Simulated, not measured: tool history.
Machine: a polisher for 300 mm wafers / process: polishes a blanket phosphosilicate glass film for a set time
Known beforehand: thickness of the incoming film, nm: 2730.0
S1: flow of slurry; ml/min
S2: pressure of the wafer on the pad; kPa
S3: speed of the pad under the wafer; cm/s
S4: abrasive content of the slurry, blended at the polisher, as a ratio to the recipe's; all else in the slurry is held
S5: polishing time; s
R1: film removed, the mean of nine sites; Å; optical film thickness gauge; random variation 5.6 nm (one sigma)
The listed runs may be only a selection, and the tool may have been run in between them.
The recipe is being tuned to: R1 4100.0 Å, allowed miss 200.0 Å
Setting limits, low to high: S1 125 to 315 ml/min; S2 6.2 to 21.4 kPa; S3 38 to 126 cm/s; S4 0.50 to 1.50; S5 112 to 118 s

run 1 day=0.000 | S1=205 S2=13.8 S3=82 S4=1.00 S5=112 | R1=5721.8
run 2 day=0.175 | S1=160 S2=13.8 S3=82 S4=1.00 S5=112 | R1=5413.0
run 3 day=0.254 | S1=160 S2=13.1 S3=82 S4=1.00 S5=112 | R1=5309.8
run 4 day=0.342 | S1=160 S2=12.4 S3=82 S4=1.00 S5=112 | R1=5114.2
run 5 day=0.571 | S1=160 S2=12.4 S3=82 S4=1.00 S5=118 | R1=5411.9
run 6 day=0.854 | S1=160 S2=11.7 S3=82 S4=1.00 S5=118 | R1=5167.6
run 7 day=1.192 | S1=160 S2=11.0 S3=82 S4=1.00 S5=118 | R1=4797.6
run 8 day=1.317 | S1=160 S2=9.7 S3=82 S4=1.00 S5=118 | R1=4392.8

Pick the move, out of 5, that brings all results within their allowed miss; only one does.
run A day=1.442 | S1=165 S2=11.0 S3=68 S4=1.05 S5=113 | R1=?
run B day=1.442 | S1=195 S2=11.7 S3=84 S4=0.90 S5=113 | R1=?
run C day=1.442 | S1=145 S2=9.0 S3=104 S4=1.00 S5=112 | R1=?
run D day=1.442 | S1=180 S2=11.0 S3=78 S4=0.95 S5=115 | R1=?
run E day=1.442 | S1=135 S2=7.6 S3=98 S4=1.25 S5=118 | R1=?

move=A R1=4090.8
move=B R1=4762.8
move=C R1=4569.9
move=D R1=4447.3
move=E R1=4429.8
A: each result inside its tolerance
B: further off than the last run
C: further off than the last run
D: further off than the last run
E: further off than the last run
The move that meets every target is A.
